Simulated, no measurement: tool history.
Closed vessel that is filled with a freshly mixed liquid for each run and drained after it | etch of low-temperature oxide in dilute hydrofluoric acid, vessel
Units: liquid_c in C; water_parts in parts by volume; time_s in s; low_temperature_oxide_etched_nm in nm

run,day,liquid_c,water_parts,time_s,low_temperature_oxide_etched_nm
1,0.000,25.0,295,425,33.997
2,0.329,24.0,300,425,32.539
3,0.567,23.5,305,425,30.800
4,0.821,25.0,305,425,32.849
5,0.871,25.0,200,425,55.412
6,1.179,25.0,200,460,60.233
7,1.529,24.0,215,460,53.924

The next listed run, before its measurement:
8,1.662,23.5,230,460,?

low_temperature_oxide_etched_nm: 48.816 nm
